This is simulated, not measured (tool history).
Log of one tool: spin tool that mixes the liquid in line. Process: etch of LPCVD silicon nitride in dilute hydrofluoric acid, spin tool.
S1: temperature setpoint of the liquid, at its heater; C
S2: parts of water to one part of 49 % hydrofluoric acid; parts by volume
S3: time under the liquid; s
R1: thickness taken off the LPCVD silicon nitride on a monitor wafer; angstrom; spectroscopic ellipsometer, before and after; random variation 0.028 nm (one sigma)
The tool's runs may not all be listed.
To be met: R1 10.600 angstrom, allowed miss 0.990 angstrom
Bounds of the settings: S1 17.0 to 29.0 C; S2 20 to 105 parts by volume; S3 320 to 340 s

| run | hour | S1 | S2 | S3 | R1 |
|---|---|---|---|---|---|
| 1 | 0.0 | 21.0 | 55 | 320 | 22.867 |
| 2 | 2.4 | 20.0 | 65 | 320 | 17.408 |
| 3 | 5.2 | 19.0 | 70 | 320 | 15.519 |
| 4 | 9.4 | 18.5 | 75 | 320 | 13.509 |
| 5 | 15.6 | 20.0 | 75 | 320 | 14.097 |
| 6 | 18.6 | 19.5 | 80 | 320 | 14.002 |
| 7 | 27.0 | 19.0 | 85 | 320 | 12.995 |
| 8 | 30.6 | 18.5 | 85 | 320 | 12.335 |
| 9 | 35.7 | 18.0 | 85 | 320 | 12.139 |

Which of these 5 next moves meets every target?
| A | 40.8 | 22.0 | 105 | 320 | ? |
| B | 40.8 | 17.0 | 95 | 335 | ? |
| C | 40.8 | 18.0 | 75 | 335 | ? |
| D | 40.8 | 17.0 | 70 | 320 | ? |
| E | 40.8 | 19.0 | 80 | 340 | ? |

| move | R1 |
|---|---|
| A | 12.326 |
| B | 10.108 |
| C | 13.634 |
| D | 12.981 |
| E | 13.931 |
A: further off than the last run
B: meets every target
C: further off than the last run
D: further off than the last run
E: further off than the last run
Move B is the one to make.

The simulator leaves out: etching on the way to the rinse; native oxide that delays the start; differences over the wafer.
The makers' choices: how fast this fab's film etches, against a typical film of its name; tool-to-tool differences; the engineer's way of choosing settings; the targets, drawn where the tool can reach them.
